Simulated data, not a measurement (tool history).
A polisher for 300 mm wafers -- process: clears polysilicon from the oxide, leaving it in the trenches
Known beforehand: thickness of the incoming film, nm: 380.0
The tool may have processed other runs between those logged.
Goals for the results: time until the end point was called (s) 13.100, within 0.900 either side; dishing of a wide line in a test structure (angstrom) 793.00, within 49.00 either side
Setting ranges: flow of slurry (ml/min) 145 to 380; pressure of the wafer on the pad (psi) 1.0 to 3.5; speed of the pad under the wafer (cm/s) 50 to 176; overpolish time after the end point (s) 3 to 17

run,hour,flow of slurry (ml/min),pressure of the wafer on the pad (psi),speed of the pad under the wafer (cm/s),overpolish time after the end point (s),time until the end point was called (s),dishing of a wide line in a test structure (angstrom)
1,0.0,245,2.2,112,9,25.910,609.70
2,5.6,245,2.3,114,9,23.306,641.92
3,13.9,245,2.4,114,9,23.713,660.92
4,16.2,245,2.6,114,9,22.175,667.33
5,23.1,245,2.7,118,9,19.787,701.26
6,30.5,245,2.8,120,9,18.279,715.96
7,32.3,245,2.9,120,9,18.603,726.43
8,36.9,245,3.0,122,9,16.772,720.29
9,40.0,245,3.1,122,9,15.944,732.84
10,47.0,245,3.3,124,9,15.529,732.74
11,48.0,245,3.3,126,9,15.287,726.01
12,52.2,245,3.3,128,9,14.843,727.65
13,54.2,245,3.4,132,10,14.022,748.71

Which single option among these 5 for the next run brings every result within its allowed miss of target? Just one does.
A,56.2,285,2.9,150,6,?,?
B,56.2,250,3.3,130,14,?,?
C,56.2,255,3.5,136,12,?,?
D,56.2,255,2.8,134,9,?,?
E,56.2,230,3.5,122,14,?,?

move,time until the end point was called (s),dishing of a wide line in a test structure (angstrom)
A,14.263,652.76
B,14.659,764.73
C,13.212,762.00
D,16.675,702.99
E,14.870,763.99
A: misses by more than the last run did
B: misses by more than the last run did
C: all results in spec
D: misses by more than the last run did
E: misses by more than the last run did
C meets every target.

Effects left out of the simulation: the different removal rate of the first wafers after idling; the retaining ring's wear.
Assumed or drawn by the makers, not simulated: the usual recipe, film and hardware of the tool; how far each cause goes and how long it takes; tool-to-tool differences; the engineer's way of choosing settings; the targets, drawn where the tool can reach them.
